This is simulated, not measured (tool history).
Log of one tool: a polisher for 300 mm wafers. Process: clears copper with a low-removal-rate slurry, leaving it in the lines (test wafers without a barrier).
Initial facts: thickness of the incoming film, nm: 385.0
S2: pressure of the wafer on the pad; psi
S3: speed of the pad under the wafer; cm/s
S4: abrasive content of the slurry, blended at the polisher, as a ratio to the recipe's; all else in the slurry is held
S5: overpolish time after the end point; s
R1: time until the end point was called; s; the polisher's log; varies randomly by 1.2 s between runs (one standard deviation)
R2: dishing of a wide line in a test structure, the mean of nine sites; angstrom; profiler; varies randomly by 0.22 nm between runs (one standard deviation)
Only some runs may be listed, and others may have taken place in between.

run 1 hour=0 | flow_of_slurry_(ml/min)=290 S2=3.8 S3=136 S4=1 S5=8 | R1=70.93 R2=289.11
run 2 hour=8.4 | flow_of_slurry_(ml/min)=290 S2=3.1 S3=136 S4=1 S5=8 | R1=85.708 R2=247.67
run 3 hour=13.8 | flow_of_slurry_(ml/min)=290 S2=3.1 S3=136 S4=0.9 S5=8 | R1=88.565 R2=234.11
run 4 hour=14.5 | flow_of_slurry_(ml/min)=290 S2=3.1 S3=136 S4=0.9 S5=6 | R1=90.795 R2=182.73
run 5 hour=21.3 | flow_of_slurry_(ml/min)=360 S2=3.1 S3=136 S4=0.9 S5=6 | R1=85.763 R2=188.07
run 6 hour=22.7 | flow_of_slurry_(ml/min)=365 S2=3.2 S3=136 S4=0.9 S5=6 | R1=84.524 R2=188.87

Predict the results of run 7:
run 7 hour=27 | flow_of_slurry_(ml/min)=370 S2=3.3 S3=136 S4=0.9 S5=6 | R1=? R2=?

Run 7 gave R1 81.957 s, R2 197.72 angstrom.

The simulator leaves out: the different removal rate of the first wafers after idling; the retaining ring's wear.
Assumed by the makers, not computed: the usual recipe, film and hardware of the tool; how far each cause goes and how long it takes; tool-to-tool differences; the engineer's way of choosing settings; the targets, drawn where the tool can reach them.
